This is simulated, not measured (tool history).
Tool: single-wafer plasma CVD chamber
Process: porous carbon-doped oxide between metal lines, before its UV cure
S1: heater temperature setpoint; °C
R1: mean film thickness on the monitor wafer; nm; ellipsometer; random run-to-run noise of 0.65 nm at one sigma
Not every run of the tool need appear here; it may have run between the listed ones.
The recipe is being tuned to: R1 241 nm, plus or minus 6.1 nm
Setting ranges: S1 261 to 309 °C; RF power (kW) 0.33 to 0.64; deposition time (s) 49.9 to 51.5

Run 1, day 0: S1 285 °C, RF power (kW) 0.485, deposition time (s) 49.9. Result: R1 281.26 nm.
Run 2, day 0.171: S1 285 °C, RF power (kW) 0.485, deposition time (s) 51.5. Result: R1 288.75 nm.
Run 3, day 0.204: S1 285 °C, RF power (kW) 0.53, deposition time (s) 51.5. Result: R1 305.64 nm.
Run 4, day 0.512: S1 285 °C, RF power (kW) 0.53, deposition time (s) 51.5. Result: R1 304.65 nm.
Run 5, day 0.738: S1 289 °C, RF power (kW) 0.51, deposition time (s) 51.3. Result: R1 290.35 nm.
Run 6, day 0.958: S1 292 °C, RF power (kW) 0.495, deposition time (s) 51.1. Result: R1 279.75 nm.
Run 7, day 1.175: S1 294 °C, RF power (kW) 0.48, deposition time (s) 51. Result: R1 270.68 nm.
Run 8, day 1.542: S1 294 °C, RF power (kW) 0.48, deposition time (s) 51. Result: R1 271.48 nm.
Run 9, day 1.65: S1 296 °C, RF power (kW) 0.47, deposition time (s) 50.9. Result: R1 263.47 nm.
Run 10, day 1.9: S1 298 °C, RF power (kW) 0.465, deposition time (s) 50.8. Result: R1 258.81 nm.
Run 11, day 1.929: S1 300 °C, RF power (kW) 0.46, deposition time (s) 50.8. Result: R1 254 nm.
Run 12, day 2.012: S1 301 °C, RF power (kW) 0.455, deposition time (s) 50.8. Result: R1 251.22 nm.
Run 13, day 2.288: S1 302 °C, RF power (kW) 0.455, deposition time (s) 50.8. Result: R1 250.01 nm.

Next run, 5 choices. One meets every target within its allowed miss, the rest don't. Which?
Run A, day 2.562: S1 304 °C, RF power (kW) 0.455, deposition time (s) 49.9. Result: R1 ?.
Run B, day 2.562: S1 306 °C, RF power (kW) 0.495, deposition time (s) 51.5. Result: R1 ?.
Run C, day 2.562: S1 299 °C, RF power (kW) 0.48, deposition time (s) 51.5. Result: R1 ?.
Run D, day 2.562: S1 303 °C, RF power (kW) 0.48, deposition time (s) 50.8. Result: R1 ?.
Run E, day 2.562: S1 297 °C, RF power (kW) 0.475, deposition time (s) 51.5. Result: R1 ?.

move      R1
   A  242.84
   B  262.15
   C  266.03
   D  257.24
   E  266.93
A: meets every target
B: further off than the last run
C: further off than the last run
D: further off than the last run
E: further off than the last run
The move that meets every target is A.
